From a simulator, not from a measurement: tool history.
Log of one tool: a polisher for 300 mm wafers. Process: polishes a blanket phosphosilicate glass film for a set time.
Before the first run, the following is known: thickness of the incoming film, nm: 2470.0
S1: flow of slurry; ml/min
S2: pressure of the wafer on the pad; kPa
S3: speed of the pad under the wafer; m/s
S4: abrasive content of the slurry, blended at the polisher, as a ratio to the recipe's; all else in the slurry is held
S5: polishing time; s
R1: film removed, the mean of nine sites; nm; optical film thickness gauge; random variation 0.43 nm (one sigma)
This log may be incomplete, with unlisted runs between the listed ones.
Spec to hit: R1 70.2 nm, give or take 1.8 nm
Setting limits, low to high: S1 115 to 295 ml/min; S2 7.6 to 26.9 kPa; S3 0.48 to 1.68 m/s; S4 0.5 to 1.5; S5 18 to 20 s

run    day   S1    S2    S3  S4  S5      R1
  1      0  190  17.2  1.08   1  20  140.23
  2  0.142  185  13.8  1.04   1  20   110.2
  3  0.504  185  13.8  1.04   1  20  108.66
  4  0.842  185  13.8  1.16   1  20  120.29
  5  1.129  160  13.8  1.16   1  20  117.99
  6  1.367  155  11.7   1.1   1  20  96.526
  7  1.433  145  10.3   1.1   1  20   84.53
  8  1.667  120   7.6   1.1   1  20  61.324
  9    1.7  120   7.6   1.1   1  20  61.358
 10  1.771  140   7.6   1.1   1  20  62.716
 11  2.117  155   7.6   1.1   1  20  63.428
 12  2.467  160   7.6   1.1   1  20  64.469
 13  2.612  175   7.6   1.1   1  20   64.82
 14  2.917  185   7.6   1.1   1  20  65.346
 15  3.254  190   7.6   1.1   1  20  65.545

Exactly one of the 4 candidate moves below puts every result within its allowed miss. Which one?
  A  3.592  145  9.7  1.04     1  20   ?
  B  3.592  185   11  1.06  0.85  18   ?
  C  3.592  260    9  1.26   0.6  20   ?
  D  3.592  190  7.6  1.42  0.95  18   ?

move      R1
   A  75.594
   B  75.117
   C  67.679
   D  70.548
A: the result that was furthest off in the last run now lies on the other side of its target
B: the result that was furthest off in the last run now lies on the other side of its target
C: moves toward the targets from the last run without getting all of them in spec
D: all results land within tolerance of their targets
Correct choice: D, which meets every target
